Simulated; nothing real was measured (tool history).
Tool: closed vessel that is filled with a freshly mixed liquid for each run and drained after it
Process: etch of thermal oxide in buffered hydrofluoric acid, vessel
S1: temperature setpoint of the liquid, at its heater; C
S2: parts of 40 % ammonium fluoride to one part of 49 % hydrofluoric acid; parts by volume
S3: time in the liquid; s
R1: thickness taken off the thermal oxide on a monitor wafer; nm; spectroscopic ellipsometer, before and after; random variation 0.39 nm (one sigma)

{"run": 1, "hour": 0.0, "S1": 23, "S2": 10.5, "S3": 100, "R1": 118.8}
{"run": 2, "hour": 1.4, "S1": 25, "S2": 10.5, "S3": 100, "R1": 133.11}
{"run": 3, "hour": 8.2, "S1": 23.5, "S2": 10.5, "S3": 100, "R1": 122.98}
{"run": 4, "hour": 10.5, "S1": 22, "S2": 10.5, "S3": 100, "R1": 112.82}
{"run": 5, "hour": 19.7, "S1": 21, "S2": 10.5, "S3": 100, "R1": 106.79}
{"run": 6, "hour": 27.7, "S1": 20, "S2": 10.5, "S3": 100, "R1": 100.41}
{"run": 7, "hour": 33.3, "S1": 19.5, "S2": 10.5, "S3": 100, "R1": 98.173}
{"run": 8, "hour": 38.4, "S1": 19, "S2": 10.5, "S3": 100, "R1": 95.665}

The next listed run, before its measurement:
{"run": 9, "hour": 41.1, "S1": 18.5, "S2": 10.5, "S3": 100, "R1": "?"}

{"run 9": {"R1": 92.757}}
